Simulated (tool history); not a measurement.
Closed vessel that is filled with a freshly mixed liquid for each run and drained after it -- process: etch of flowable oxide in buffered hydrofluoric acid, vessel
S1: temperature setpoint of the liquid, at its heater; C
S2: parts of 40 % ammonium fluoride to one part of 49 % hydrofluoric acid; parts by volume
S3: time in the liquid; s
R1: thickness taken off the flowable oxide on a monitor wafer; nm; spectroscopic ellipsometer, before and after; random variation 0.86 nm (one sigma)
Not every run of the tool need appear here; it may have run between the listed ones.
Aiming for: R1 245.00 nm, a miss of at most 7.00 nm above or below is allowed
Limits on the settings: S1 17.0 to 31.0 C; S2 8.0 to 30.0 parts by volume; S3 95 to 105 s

| run | day | S1 | S2 | S3 | R1 |
|---|---|---|---|---|---|
| 1 | 0.000 | 23.0 | 21.5 | 95 | 173.53 |
| 2 | 0.258 | 23.0 | 21.5 | 105 | 191.73 |
| 3 | 0.288 | 24.0 | 21.5 | 105 | 201.90 |
| 4 | 0.642 | 27.0 | 21.5 | 105 | 236.53 |
| 5 | 0.954 | 27.0 | 24.0 | 105 | 219.75 |
| 6 | 1.258 | 27.0 | 24.0 | 105 | 219.89 |
| 7 | 1.596 | 27.0 | 24.0 | 105 | 220.92 |
| 8 | 1.621 | 27.5 | 24.0 | 105 | 226.99 |
| 9 | 1.688 | 28.0 | 24.0 | 105 | 233.49 |

Pick the move, out of 4, that brings all results within their allowed miss; only one does.
| A | 1.754 | 29.0 | 25.0 | 100 | ? |
| B | 1.754 | 29.0 | 27.0 | 105 | ? |
| C | 1.754 | 27.0 | 18.5 | 95 | ? |
| D | 1.754 | 23.5 | 18.0 | 100 | ? |

| move | R1 |
|---|---|
| A | 227.62 |
| B | 226.76 |
| C | 244.45 |
| D | 218.63 |
A: further off than the last run
B: further off than the last run
C: every result lands within tolerance
D: further off than the last run
Correct choice: C, which meets every target
